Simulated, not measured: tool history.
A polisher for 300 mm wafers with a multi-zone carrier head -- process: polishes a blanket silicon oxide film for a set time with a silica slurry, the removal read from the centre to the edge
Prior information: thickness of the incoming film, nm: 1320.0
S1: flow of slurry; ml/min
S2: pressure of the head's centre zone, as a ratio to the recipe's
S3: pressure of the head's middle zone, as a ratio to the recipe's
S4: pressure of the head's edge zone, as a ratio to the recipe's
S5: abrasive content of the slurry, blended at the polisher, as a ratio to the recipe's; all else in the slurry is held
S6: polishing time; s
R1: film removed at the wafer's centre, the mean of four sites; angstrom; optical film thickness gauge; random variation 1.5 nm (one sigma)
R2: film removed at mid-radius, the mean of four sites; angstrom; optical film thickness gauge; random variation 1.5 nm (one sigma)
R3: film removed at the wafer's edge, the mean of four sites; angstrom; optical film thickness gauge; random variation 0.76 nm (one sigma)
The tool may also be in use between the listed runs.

run 1 day=0 | S1=195 S2=1 S3=1 S4=1 S5=1 S6=67 | R1=1539.8 R2=1489.2 R3=1587.6
run 2 day=0.154 | S1=190 S2=0.99 S3=0.99 S4=0.97 S5=0.9 S6=66 | R1=1383.3 R2=1368.9 R3=1415.7
run 3 day=0.421 | S1=225 S2=0.99 S3=0.99 S4=0.97 S5=0.9 S6=66 | R1=1438.1 R2=1434.8 R3=1430.3
run 4 day=0.567 | S1=225 S2=0.93 S3=0.99 S4=0.97 S5=0.9 S6=66 | R1=1361.1 R2=1372.9 R3=1426.3
run 5 day=0.654 | S1=225 S2=0.92 S3=0.97 S4=0.94 S5=0.85 S6=66 | R1=1283.8 R2=1296.1 R3=1353.7
run 6 day=1 | S1=225 S2=0.92 S3=0.97 S4=0.86 S5=0.85 S6=66 | R1=1278.9 R2=1287.8 R3=1305.5
run 7 day=1.179 | S1=185 S2=0.94 S3=0.95 S4=0.81 S5=0.6 S6=65 | R1=839.22 R2=821.97 R3=827.7
run 8 day=1.325 | S1=210 S2=0.94 S3=0.95 S4=0.82 S5=0.6 S6=65 | R1=855.76 R2=838.6 R3=829.94
run 9 day=1.371 | S1=220 S2=0.96 S3=0.96 S4=0.88 S5=0.6 S6=65 | R1=875.59 R2=854.21 R3=882.24
run 10 day=1.525 | S1=275 S2=1.06 S3=1.06 S4=0.98 S5=0.75 S6=65 | R1=1304.4 R2=1250.1 R3=1228.1
run 11 day=1.754 | S1=260 S2=1.04 S3=1.04 S4=0.96 S5=0.75 S6=65 | R1=1285.9 R2=1242.1 R3=1209.9
run 12 day=1.971 | S1=260 S2=1.04 S3=1.04 S4=0.96 S5=0.75 S6=65 | R1=1309.4 R2=1230.5 R3=1211.6
run 13 day=2.071 | S1=260 S2=1.04 S3=1.04 S4=0.96 S5=0.75 S6=65 | R1=1276.2 R2=1246.9 R3=1208.7
run 14 day=2.35 | S1=240 S2=1.03 S3=1.03 S4=0.95 S5=0.75 S6=65 | R1=1244.6 R2=1231.5 R3=1199.4
run 15 day=2.454 | S1=230 S2=1.02 S3=1.01 S4=0.94 S5=0.75 S6=65 | R1=1231.2 R2=1179.3 R3=1187.5
run 16 day=2.775 | S1=225 S2=1.01 S3=1 S4=0.92 S5=0.75 S6=65 | R1=1194.9 R2=1184.5 R3=1169.9
run 17 day=3.146 | S1=175 S2=1.01 S3=0.92 S4=0.88 S5=0.7 S6=65 | R1=1087.1 R2=962.61 R3=1046.3

What does the tool deliver on the next run?
run 18 day=3.35 | S1=185 S2=1.01 S3=0.94 S4=0.89 S5=0.7 S6=65 | R1=? R2=? R3=?

For run 18 the tool returned R1 1077.8 angstrom, R2 986.57 angstrom, R3 1049.6 angstrom.
